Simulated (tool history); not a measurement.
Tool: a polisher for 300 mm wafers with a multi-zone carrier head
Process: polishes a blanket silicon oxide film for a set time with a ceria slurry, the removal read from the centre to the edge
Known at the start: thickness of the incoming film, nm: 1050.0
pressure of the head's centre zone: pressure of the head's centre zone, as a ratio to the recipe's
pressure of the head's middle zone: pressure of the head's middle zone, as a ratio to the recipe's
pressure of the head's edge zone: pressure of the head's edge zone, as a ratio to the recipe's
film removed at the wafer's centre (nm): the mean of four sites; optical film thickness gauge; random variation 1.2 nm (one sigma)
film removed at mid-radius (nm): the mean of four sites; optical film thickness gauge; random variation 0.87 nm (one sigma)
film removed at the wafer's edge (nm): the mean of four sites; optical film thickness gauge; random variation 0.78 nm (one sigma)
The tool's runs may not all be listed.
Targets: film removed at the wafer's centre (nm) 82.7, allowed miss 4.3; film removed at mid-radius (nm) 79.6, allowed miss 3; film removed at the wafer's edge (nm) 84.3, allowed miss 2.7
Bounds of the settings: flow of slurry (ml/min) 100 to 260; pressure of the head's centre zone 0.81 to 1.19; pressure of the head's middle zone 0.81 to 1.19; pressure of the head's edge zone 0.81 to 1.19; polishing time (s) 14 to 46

| run | hour | flow of slurry (ml/min) | pressure of the head's centre zone | pressure of the head's middle zone | pressure of the head's edge zone | polishing time (s) | film removed at the wafer's centre (nm) | film removed at mid-radius (nm) | film removed at the wafer's edge (nm) |
|---|---|---|---|---|---|---|---|---|---|
| 1 | 0 | 165 | 1 | 1 | 1 | 30 | 67.553 | 69.193 | 68.131 |
| 2 | 8.5 | 165 | 1 | 0.92 | 1 | 30 | 68.803 | 62.709 | 69.021 |
| 3 | 14.6 | 165 | 1 | 0.92 | 1.04 | 30 | 68.252 | 64.184 | 70.895 |
| 4 | 15.4 | 165 | 1 | 0.92 | 1.04 | 26 | 59.689 | 55.34 | 62.468 |
| 5 | 21.2 | 170 | 1.01 | 0.93 | 1.05 | 27 | 62.538 | 59.556 | 64.771 |
| 6 | 26.9 | 175 | 1.02 | 0.93 | 1.06 | 28 | 65.998 | 59.981 | 67.201 |
| 7 | 35.5 | 180 | 1.02 | 0.94 | 1.07 | 29 | 67.214 | 65.83 | 70.721 |
| 8 | 37.3 | 185 | 1.03 | 0.94 | 1.08 | 29 | 68.848 | 64.708 | 70.482 |
| 9 | 42.8 | 190 | 1.03 | 0.94 | 1.09 | 29 | 68.914 | 64.396 | 72.178 |
| 10 | 47 | 195 | 1.04 | 0.95 | 1.1 | 29 | 70.446 | 64.482 | 72.025 |
| 11 | 52.5 | 195 | 1.04 | 0.95 | 1.1 | 29 | 69.501 | 65.588 | 70.35 |
| 12 | 59.4 | 195 | 1.04 | 0.95 | 1.11 | 30 | 72.351 | 68.691 | 73.546 |
| 13 | 62.3 | 200 | 1.04 | 0.95 | 1.12 | 30 | 73.243 | 66.557 | 75.356 |
| 14 | 69.4 | 200 | 1.04 | 0.96 | 1.13 | 30 | 73.888 | 68.213 | 76.174 |
| 15 | 73.5 | 200 | 1.04 | 0.97 | 1.14 | 30 | 70.968 | 69.466 | 75.157 |
| 16 | 81.3 | 205 | 1.04 | 0.97 | 1.14 | 30 | 71.514 | 68.406 | 75.109 |
| 17 | 83.9 | 205 | 1.06 | 0.99 | 1.15 | 32 | 76.989 | 75.811 | 80.918 |
| 18 | 91.2 | 205 | 1.06 | 0.99 | 1.15 | 32 | 78.54 | 74.398 | 81.457 |
| 19 | 98.4 | 205 | 1.06 | 0.99 | 1.15 | 32 | 80.327 | 75.036 | 81.457 |
| 20 | 100.9 | 210 | 1.06 | 1.01 | 1.17 | 32 | 79.558 | 76.618 | 81.211 |

Which of these 5 next moves meets every target?
| A | 103.4 | 255 | 1.02 | 1.09 | 1.13 | 31 | ? | ? | ? |
| B | 103.4 | 225 | 1.12 | 1.05 | 1.13 | 30 | ? | ? | ? |
| C | 103.4 | 215 | 1.07 | 1.02 | 1.16 | 33 | ? | ? | ? |
| D | 103.4 | 175 | 1.09 | 1.01 | 1.14 | 32 | ? | ? | ? |
| E | 103.4 | 225 | 1.1 | 1.06 | 1.15 | 30 | ? | ? | ? |

| move | film removed at the wafer's centre (nm) | film removed at mid-radius (nm) | film removed at the wafer's edge (nm) |
|---|---|---|---|
| A | 76.651 | 81.557 | 79.108 |
| B | 79.733 | 75.4 | 75.839 |
| C | 83.542 | 80.529 | 84.273 |
| D | 80.158 | 75.541 | 79.539 |
| E | 78.404 | 76.016 | 76.517 |
A: further off than the last run
B: further off than the last run
C: meets every target
D: further off than the last run
E: further off than the last run
Answer: C
